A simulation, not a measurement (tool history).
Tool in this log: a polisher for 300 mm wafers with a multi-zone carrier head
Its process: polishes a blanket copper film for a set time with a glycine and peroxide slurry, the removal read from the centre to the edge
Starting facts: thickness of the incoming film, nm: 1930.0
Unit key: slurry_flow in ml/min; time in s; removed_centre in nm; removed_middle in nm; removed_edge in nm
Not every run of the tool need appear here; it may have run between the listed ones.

run,hour,slurry_flow,centre_zone,middle_zone,edge_zone,time,removed_centre,removed_middle,removed_edge
1,0,315,1,1,1,67,312.13,314.5,312.03
2,6.5,315,1,0.99,0.97,66,303.44,307.42,305.48
3,14.5,250,1,0.99,0.97,66,300.43,302.43,305.75
4,20.6,265,1,0.99,0.95,64,293.73,295.22,297.74
5,27.5,265,1,0.99,0.95,71,331.28,325.02,316.61
6,31.9,280,1,0.99,0.93,69,320.49,315.07,313.57
7,39.3,285,1.01,1,0.91,66,310.27,306.37,300.24
8,45.1,295,1.01,1.01,0.89,64,299.61,302.78,288.77
9,51.3,300,1.01,1.01,0.88,63,295.7,295.76,278.29
10,58,305,1.01,1,0.87,62,294.28,288.07,272.09
11,63.4,310,1,0.99,0.86,62,286.8,286.98,272.89
12,68.4,315,1,0.99,0.85,61,286.09,283.53,267.61
13,74,315,1,0.99,0.84,61,284.37,285.45,262.13
14,78.6,315,1,0.98,0.84,61,287,283.94,264.19

The next listed run, before its measurement:
15,83.2,315,0.99,0.97,0.84,61,?,?,?

{"run 15": {"removed_centre": 278.31, "removed_middle": 281.48, "removed_edge": 271.12}}

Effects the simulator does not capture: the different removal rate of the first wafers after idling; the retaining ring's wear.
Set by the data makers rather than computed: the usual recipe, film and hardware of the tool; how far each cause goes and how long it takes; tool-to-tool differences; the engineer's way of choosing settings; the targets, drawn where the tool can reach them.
